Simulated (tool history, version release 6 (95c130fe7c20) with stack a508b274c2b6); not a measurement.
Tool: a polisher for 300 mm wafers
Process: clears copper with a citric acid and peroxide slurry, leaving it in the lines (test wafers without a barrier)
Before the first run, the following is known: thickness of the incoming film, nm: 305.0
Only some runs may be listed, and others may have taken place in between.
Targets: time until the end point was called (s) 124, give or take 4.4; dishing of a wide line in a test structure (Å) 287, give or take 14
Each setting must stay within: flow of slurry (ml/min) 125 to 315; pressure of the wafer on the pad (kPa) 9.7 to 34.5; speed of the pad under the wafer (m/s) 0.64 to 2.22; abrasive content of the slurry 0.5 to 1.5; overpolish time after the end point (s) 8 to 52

run,day,flow of slurry (ml/min),pressure of the wafer on the pad (kPa),speed of the pad under the wafer (m/s),abrasive content of the slurry,overpolish time after the end point (s),time until the end point was called (s),dishing of a wide line in a test structure (Å)
1,0,205,22.1,1.42,1,26,86.6,557.89
2,0.304,205,22.1,1.42,1.15,26,86.097,566.12
3,0.454,205,22.1,1.42,1,26,88.468,560.95
4,0.825,205,25.5,1.42,1,26,75.88,625.77
5,1.117,205,25.5,1.42,0.85,26,79.376,613.46
6,1.217,210,23.4,1.42,0.85,24,83.891,545.3
7,1.3,210,23.4,1.42,0.85,24,84.891,545.76
8,1.642,210,22.1,1.42,0.85,22,89.265,479.97
9,1.938,210,20.7,1.42,0.85,21,96.019,434.9
10,2.033,210,20,1.42,0.85,20,99.654,403.4
11,2.167,210,14.5,1.42,0.85,15,136.3,230.9
12,2.496,215,14.5,1.42,0.85,16,134.23,245.23
13,2.617,220,14.5,1.42,0.85,16,132.01,255.67
14,2.825,225,14.5,1.42,0.85,16,136.28,254.08
15,3.046,230,14.5,1.42,0.85,16,135.42,253.18
16,3.412,240,16.5,1.42,0.85,18,114.66,319.6
17,3.717,235,16.5,1.42,0.85,18,117.88,315.31
18,4.054,230,16.5,1.42,0.85,18,119.27,319.85
19,4.308,225,16.5,1.42,0.85,18,119.79,315.34
20,4.629,220,16.5,1.42,0.85,18,117.2,317.28

Next run, 4 choices. One meets every target within its allowed miss, the rest don't. Which?
A,4.95,245,13.8,1.38,1.25,22,?,?
B,4.95,245,16.5,1.54,0.75,20,?,?
C,4.95,315,18.6,1.3,0.7,16,?,?
D,4.95,190,15.9,1.46,0.85,17,?,?

move,time until the end point was called (s),dishing of a wide line in a test structure (Å)
A,134.29,339.03
B,112.99,365.23
C,113.2,301.56
D,123.21,293.49
A: the biggest miss grows against the last run
B: the biggest miss grows against the last run
C: the biggest miss grows against the last run
D: each result inside its tolerance
D meets every target.
